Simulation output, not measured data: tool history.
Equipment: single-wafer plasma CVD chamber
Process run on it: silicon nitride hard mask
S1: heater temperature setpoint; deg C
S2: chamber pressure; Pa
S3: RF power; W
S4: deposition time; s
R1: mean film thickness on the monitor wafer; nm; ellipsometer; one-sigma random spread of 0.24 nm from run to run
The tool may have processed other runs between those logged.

Run 1, hour 0: S1 400 deg C, S2 173 Pa, S3 365 W, S4 72.4 s. Result: R1 100.76 nm.
Run 2, hour 1.1: S1 400 deg C, S2 157 Pa, S3 345 W, S4 72.4 s. Result: R1 92.616 nm.
Run 3, hour 3.1: S1 400 deg C, S2 145 Pa, S3 340 W, S4 72.4 s. Result: R1 88.981 nm.
Run 4, hour 10.1: S1 409 deg C, S2 145 Pa, S3 340 W, S4 72.4 s. Result: R1 88.38 nm.
Run 5, hour 11.4: S1 409 deg C, S2 145 Pa, S3 390 W, S4 72.4 s. Result: R1 100.57 nm.
Run 6, hour 15.8: S1 409 deg C, S2 135 Pa, S3 370 W, S4 72.4 s. Result: R1 92.916 nm.
Run 7, hour 24.8: S1 409 deg C, S2 127 Pa, S3 360 W, S4 72.4 s. Result: R1 88.131 nm.
Run 8, hour 32.2: S1 409 deg C, S2 121 Pa, S3 355 W, S4 72.4 s. Result: R1 86.425 nm.
Run 9, hour 34.8: S1 409 deg C, S2 117 Pa, S3 350 W, S4 72.4 s. Result: R1 83.893 nm.

Run 10, settings as shown, results not yet in. Your forecast:
Run 10, hour 40.2: S1 409 deg C, S2 105 Pa, S3 345 W, S4 72.4 s. Result: R1 ?.

R1: 78.762 nm
